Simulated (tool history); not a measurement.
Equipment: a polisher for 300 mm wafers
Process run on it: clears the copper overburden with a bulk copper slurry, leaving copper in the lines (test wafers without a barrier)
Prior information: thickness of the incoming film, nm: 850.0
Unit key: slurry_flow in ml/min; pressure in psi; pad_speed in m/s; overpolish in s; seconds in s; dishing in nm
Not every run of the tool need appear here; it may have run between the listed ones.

run 1 hour=0 | slurry_flow=215 pressure=2.3 pad_speed=1.1 slurry_solids=1 overpolish=10 | seconds=95.052 dishing=59.414
run 2 hour=6.6 | slurry_flow=215 pressure=2.3 pad_speed=1.1 slurry_solids=1.1 overpolish=10 | seconds=90.779 dishing=62.332
run 3 hour=7.7 | slurry_flow=215 pressure=2.6 pad_speed=1.1 slurry_solids=1.1 overpolish=10 | seconds=82.786 dishing=66.452
run 4 hour=14.6 | slurry_flow=215 pressure=2.3 pad_speed=1.04 slurry_solids=1.1 overpolish=10 | seconds=96.543 dishing=58.385
run 5 hour=15.3 | slurry_flow=215 pressure=2.1 pad_speed=1 slurry_solids=1.1 overpolish=11 | seconds=110.89 dishing=57.111
run 6 hour=16.2 | slurry_flow=175 pressure=2.1 pad_speed=1 slurry_solids=1.1 overpolish=11 | seconds=109.98 dishing=54.246
run 7 hour=20.7 | slurry_flow=175 pressure=1.9 pad_speed=0.98 slurry_solids=1.1 overpolish=11 | seconds=131.33 dishing=50.257

Run 8, settings as shown, results not yet in. Your forecast:
run 8 hour=27.8 | slurry_flow=175 pressure=1.8 pad_speed=0.98 slurry_solids=1.1 overpolish=11 | seconds=? dishing=?

Run 8 yielded seconds 135.85 s, dishing 48.973 nm.
